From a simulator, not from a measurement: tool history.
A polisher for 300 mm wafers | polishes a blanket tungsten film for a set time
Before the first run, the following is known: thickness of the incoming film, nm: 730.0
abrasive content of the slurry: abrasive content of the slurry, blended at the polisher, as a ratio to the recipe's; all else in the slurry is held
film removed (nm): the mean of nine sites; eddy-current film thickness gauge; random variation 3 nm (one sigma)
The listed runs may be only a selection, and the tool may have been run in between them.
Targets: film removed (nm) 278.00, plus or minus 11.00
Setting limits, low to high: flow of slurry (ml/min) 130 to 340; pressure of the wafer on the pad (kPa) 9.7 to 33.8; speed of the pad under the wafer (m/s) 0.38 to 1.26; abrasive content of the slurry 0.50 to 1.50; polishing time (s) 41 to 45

run  hour  flow of slurry (ml/min)  pressure of the wafer on the pad (kPa)  speed of the pad under the wafer (m/s)  abrasive content of the slurry  polishing time (s)  film removed (nm)
  1   0.0                      220                                    21.4                                    0.82                            1.00                  45             164.56
  2   5.8                      220                                    22.8                                    0.82                            1.00                  45             178.29
  3  14.7                      220                                    24.1                                    0.82                            1.00                  45             184.23
  4  19.6                      220                                    24.1                                    0.82                            1.10                  45             192.10
  5  21.0                      220                                    24.1                                    0.82                            1.20                  45             197.62
  6  25.1                      220                                    24.1                                    0.92                            1.20                  45             215.75
  7  33.7                      220                                    24.8                                    0.92                            1.20                  45             224.08
  8  42.6                      220                                    25.5                                    0.92                            1.20                  45             227.64
  9  44.7                      220                                    26.2                                    0.92                            1.20                  45             239.64
 10  45.7                      220                                    26.9                                    0.92                            1.20                  45             241.17
 11  51.1                      220                                    27.6                                    0.92                            1.20                  45             243.46
 12  55.3                      220                                    28.3                                    0.92                            1.20                  45             248.54
 13  56.4                      220                                    29.0                                    0.92                            1.20                  45             255.24

4 next moves are on the table. One of them brings every result within its allowed miss. Which?
  A  57.5                      240                                    26.9                                    1.04                            1.00                  41                  ?
  B  57.5                      245                                    24.8                                    0.90                            1.35                  43                  ?
  C  57.5                      300                                    33.8                                    0.80                            1.35                  45                  ?
  D  57.5                      235                                    30.3                                    0.82                            1.35                  45                  ?

move  film removed (nm)
   A             237.91
   B             217.00
   C             280.60
   D             252.02
A: lands further from the targets than the last run did
B: lands further from the targets than the last run did
C: each result inside its tolerance
D: lands further from the targets than the last run did
The right move is C.
